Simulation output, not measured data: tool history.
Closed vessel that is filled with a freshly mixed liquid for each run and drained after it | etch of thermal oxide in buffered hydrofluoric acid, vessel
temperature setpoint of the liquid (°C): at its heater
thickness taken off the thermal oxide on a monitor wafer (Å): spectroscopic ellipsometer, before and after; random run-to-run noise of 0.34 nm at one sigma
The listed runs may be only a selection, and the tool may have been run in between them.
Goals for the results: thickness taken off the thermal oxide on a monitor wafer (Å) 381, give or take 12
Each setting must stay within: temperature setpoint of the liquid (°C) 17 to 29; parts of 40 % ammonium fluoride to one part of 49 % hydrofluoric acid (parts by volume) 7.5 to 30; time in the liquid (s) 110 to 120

run  hour  temperature setpoint of the liquid (°C)  parts of 40 % ammonium fluoride to one part of 49 % hydrofluoric acid (parts by volume)  time in the liquid (s)  thickness taken off the thermal oxide on a monitor wafer (Å)
  1     0                                       21                                                                                       22                     110                                                        580.39
  2   8.1                                     19.5                                                                                       24                     110                                                        503.72
  3  13.9                                     19.5                                                                                     27.5                     110                                                        450.84
  4  16.2                                     18.5                                                                                       28                     110                                                        423.86
  5  24.9                                     18.5                                                                                       28                     110                                                        418.03
  6  25.6                                     18.5                                                                                     22.5                     110                                                        499.61
  7  29.4                                       18                                                                                     24.5                     110                                                        456.76
     35.9  -- thermometer replaced
  8  35.9                                     17.5                                                                                       26                     110                                                        399.01

Below are 4 possible settings for the next run. Only one of them brings all results inside the allowed miss of their targets. Which is it?
  A  42.4                                     18.5                                                                                       27                     120                                                             ?
  B  42.4                                       18                                                                                       26                     110                                                             ?
  C  42.4                                       17                                                                                     26.5                     110                                                             ?
  D  42.4                                       17                                                                                     23.5                     110                                                             ?

move  thickness taken off the thermal oxide on a monitor wafer (Å)
   A                                                        448.26
   B                                                        409.95
   C                                                        382.08
   D                                                        415.24
A: moves away from the targets compared with the last run
B: moves away from the targets compared with the last run
C: every result lands within tolerance
D: moves away from the targets compared with the last run
Move C is the one to make.
